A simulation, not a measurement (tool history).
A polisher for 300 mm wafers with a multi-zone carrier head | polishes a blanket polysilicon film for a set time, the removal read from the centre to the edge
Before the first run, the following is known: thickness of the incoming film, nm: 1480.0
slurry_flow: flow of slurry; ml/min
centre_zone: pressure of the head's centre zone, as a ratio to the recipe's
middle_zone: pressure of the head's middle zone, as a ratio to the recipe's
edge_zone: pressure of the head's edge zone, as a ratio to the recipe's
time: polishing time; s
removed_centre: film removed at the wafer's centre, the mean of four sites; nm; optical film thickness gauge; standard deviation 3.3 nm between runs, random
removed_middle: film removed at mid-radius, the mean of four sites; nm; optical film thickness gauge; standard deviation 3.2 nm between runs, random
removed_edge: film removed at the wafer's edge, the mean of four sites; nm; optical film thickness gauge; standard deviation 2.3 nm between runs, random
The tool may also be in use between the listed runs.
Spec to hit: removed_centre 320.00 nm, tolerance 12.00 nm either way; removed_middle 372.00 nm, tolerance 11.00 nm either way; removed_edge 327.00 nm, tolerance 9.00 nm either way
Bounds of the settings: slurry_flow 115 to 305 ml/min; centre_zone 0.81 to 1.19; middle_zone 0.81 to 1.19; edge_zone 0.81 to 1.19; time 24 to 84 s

run,day,slurry_flow,centre_zone,middle_zone,edge_zone,time,removed_centre,removed_middle,removed_edge
1,0.000,195,1.00,1.00,1.00,54,466.34,440.12,453.57
2,0.179,195,1.00,1.00,1.00,67,573.32,556.88,560.18
3,0.342,190,0.97,1.02,0.96,61,507.52,506.91,496.45
4,0.475,185,0.94,1.04,0.93,57,452.93,478.92,457.57
5,0.642,185,0.94,1.04,0.96,57,453.75,478.71,464.89
6,0.971,180,0.93,1.05,0.93,53,418.93,445.01,429.93
7,0.996,185,0.92,1.07,0.91,50,390.96,434.03,403.99
8,1.042,185,0.92,1.08,0.89,48,372.03,415.78,381.60
9,1.392,180,0.92,1.08,0.87,47,363.39,413.95,366.77
10,1.696,175,0.91,1.07,0.86,46,353.41,402.93,356.36
11,1.758,170,0.90,1.06,0.85,46,338.73,388.53,352.66
12,1.892,160,0.90,1.06,0.84,46,343.68,385.10,342.50
13,2.121,155,0.89,1.06,0.84,46,339.14,384.12,343.99
14,2.446,150,0.88,1.06,0.83,46,333.06,390.28,340.19
15,2.479,130,0.87,1.03,0.81,45,309.93,354.90,327.95

Next run, 5 choices. One meets every target within its allowed miss, the rest don't. Which?
A,2.512,120,0.89,1.07,0.81,46,?,?,?
B,2.512,115,0.93,0.97,0.88,44,?,?,?
C,2.512,135,0.96,1.00,0.93,43,?,?,?
D,2.512,115,0.81,0.98,0.81,45,?,?,?
E,2.512,125,0.84,0.93,0.85,46,?,?,?

move,removed_centre,removed_middle,removed_edge
A,316.25,373.61,326.35
B,313.02,326.07,322.45
C,326.89,336.81,329.98
D,278.50,336.61,317.79
E,300.67,334.56,335.79
A: each result inside its tolerance
B: moves away from the targets compared with the last run
C: moves away from the targets compared with the last run
D: moves away from the targets compared with the last run
E: moves away from the targets compared with the last run
Go with A: it meets all targets.

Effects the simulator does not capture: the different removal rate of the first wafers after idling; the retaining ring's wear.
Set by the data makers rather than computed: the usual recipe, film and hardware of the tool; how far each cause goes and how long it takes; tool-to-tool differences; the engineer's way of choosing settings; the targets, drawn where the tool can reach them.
